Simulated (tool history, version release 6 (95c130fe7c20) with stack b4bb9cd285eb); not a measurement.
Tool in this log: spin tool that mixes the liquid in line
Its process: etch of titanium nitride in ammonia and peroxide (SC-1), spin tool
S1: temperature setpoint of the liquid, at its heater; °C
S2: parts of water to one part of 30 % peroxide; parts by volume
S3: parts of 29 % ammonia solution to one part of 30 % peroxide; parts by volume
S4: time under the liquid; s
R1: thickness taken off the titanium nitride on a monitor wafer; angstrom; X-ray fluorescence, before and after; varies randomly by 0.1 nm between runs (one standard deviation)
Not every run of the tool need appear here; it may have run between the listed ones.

run  hour    S1   S2    S3  S4      R1
  1   0.0  58.0  9.5  0.55  85  47.508
  2   8.1  62.0  9.5  0.55  85  63.326
  3  13.3  58.0  9.5  0.55  85  48.079
  4  18.4  58.0  9.5  0.45  85  46.050
  5  26.3  62.0  9.5  0.45  85  60.268
  6  35.3  62.0  8.0  0.45  85  66.183
  7  42.3  64.0  8.0  0.45  85  75.473
  8  50.2  65.5  8.0  0.45  85  83.165
  9  56.1  66.5  8.0  0.45  85  87.942

Run 10 has not been measured yet. What should we expect?
 10  58.7  67.5  8.0  0.45  85   ?

For run 10 the tool returned R1 92.702 angstrom.

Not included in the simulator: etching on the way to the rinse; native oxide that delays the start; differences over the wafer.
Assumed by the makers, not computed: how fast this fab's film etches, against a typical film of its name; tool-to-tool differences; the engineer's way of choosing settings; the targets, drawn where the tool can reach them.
